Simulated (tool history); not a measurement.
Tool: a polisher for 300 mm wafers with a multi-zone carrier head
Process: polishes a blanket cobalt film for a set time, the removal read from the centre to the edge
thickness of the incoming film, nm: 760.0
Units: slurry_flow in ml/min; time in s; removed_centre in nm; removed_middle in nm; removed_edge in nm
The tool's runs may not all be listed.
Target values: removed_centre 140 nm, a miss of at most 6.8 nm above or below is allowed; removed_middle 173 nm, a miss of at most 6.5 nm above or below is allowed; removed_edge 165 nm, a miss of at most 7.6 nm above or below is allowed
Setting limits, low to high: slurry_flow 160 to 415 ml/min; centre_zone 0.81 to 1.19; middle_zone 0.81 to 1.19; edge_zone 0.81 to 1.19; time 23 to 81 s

{"run": 1, "day": 0.0, "slurry_flow": 265, "centre_zone": 1, "middle_zone": 1, "edge_zone": 1, "time": 52, "removed_centre": 283.38, "removed_middle": 294.68, "removed_edge": 290.73}
{"run": 2, "day": 0.083, "slurry_flow": 255, "centre_zone": 0.95, "middle_zone": 1, "edge_zone": 0.97, "time": 44, "removed_centre": 224.01, "removed_middle": 250.83, "removed_edge": 238.69}
{"run": 3, "day": 0.371, "slurry_flow": 245, "centre_zone": 0.91, "middle_zone": 0.97, "edge_zone": 0.95, "time": 39, "removed_centre": 188.87, "removed_middle": 216.74, "removed_edge": 207.39}
{"run": 4, "day": 0.546, "slurry_flow": 235, "centre_zone": 0.88, "middle_zone": 0.95, "edge_zone": 0.93, "time": 37, "removed_centre": 177.2, "removed_middle": 197.99, "removed_edge": 197.12}
{"run": 5, "day": 0.679, "slurry_flow": 235, "centre_zone": 0.88, "middle_zone": 0.95, "edge_zone": 0.93, "time": 30, "removed_centre": 138.84, "removed_middle": 159.47, "removed_edge": 159.76}
{"run": 6, "day": 0.733, "slurry_flow": 235, "centre_zone": 0.88, "middle_zone": 0.95, "edge_zone": 0.93, "time": 23, "removed_centre": 105.38, "removed_middle": 124.24, "removed_edge": 122.12}
{"run": 7, "day": 0.846, "slurry_flow": 235, "centre_zone": 0.87, "middle_zone": 0.96, "edge_zone": 0.93, "time": 26, "removed_centre": 119.13, "removed_middle": 139.74, "removed_edge": 136.91}
{"run": 8, "day": 1.192, "slurry_flow": 235, "centre_zone": 0.86, "middle_zone": 0.97, "edge_zone": 0.94, "time": 28, "removed_centre": 129.79, "removed_middle": 154.24, "removed_edge": 149.09}
{"run": 9, "day": 1.371, "slurry_flow": 235, "centre_zone": 0.85, "middle_zone": 0.98, "edge_zone": 0.95, "time": 29, "removed_centre": 129.51, "removed_middle": 159.72, "removed_edge": 155.35}
{"run": 10, "day": 1.4, "slurry_flow": 235, "centre_zone": 0.85, "middle_zone": 0.98, "edge_zone": 0.95, "time": 30, "removed_centre": 138.84, "removed_middle": 165.3, "removed_edge": 157.65}
{"run": 11, "day": 1.683, "slurry_flow": 240, "centre_zone": 0.84, "middle_zone": 0.98, "edge_zone": 0.97, "time": 30, "removed_centre": 133.79, "removed_middle": 160.93, "removed_edge": 160.86}

Below are 4 possible settings for the next run. Only one of them brings all results inside the allowed miss of their targets. Which is it?
{"run": "A", "day": 1.967, "slurry_flow": 230, "centre_zone": 0.96, "middle_zone": 1.03, "edge_zone": 0.91, "time": 27, "removed_centre": "?", "removed_middle": "?", "removed_edge": "?"}
{"run": "B", "day": 1.967, "slurry_flow": 250, "centre_zone": 0.82, "middle_zone": 0.95, "edge_zone": 1.09, "time": 29, "removed_centre": "?", "removed_middle": "?", "removed_edge": "?"}
{"run": "C", "day": 1.967, "slurry_flow": 330, "centre_zone": 0.86, "middle_zone": 1.02, "edge_zone": 1.03, "time": 29, "removed_centre": "?", "removed_middle": "?", "removed_edge": "?"}
{"run": "D", "day": 1.967, "slurry_flow": 175, "centre_zone": 0.81, "middle_zone": 0.97, "edge_zone": 0.98, "time": 31, "removed_centre": "?", "removed_middle": "?", "removed_edge": "?"}

move=A removed_centre=139.36 removed_middle=151.53 removed_edge=140.16
move=B removed_centre=129.15 removed_middle=153.76 removed_edge=165.75
move=C removed_centre=140.1 removed_middle=168.13 removed_edge=164.67
move=D removed_centre=128.36 removed_middle=158.49 removed_edge=161.51
A: lands further from the targets than the last run did
B: lands further from the targets than the last run did
C: every result lands within tolerance
D: lands further from the targets than the last run did
Answer: C

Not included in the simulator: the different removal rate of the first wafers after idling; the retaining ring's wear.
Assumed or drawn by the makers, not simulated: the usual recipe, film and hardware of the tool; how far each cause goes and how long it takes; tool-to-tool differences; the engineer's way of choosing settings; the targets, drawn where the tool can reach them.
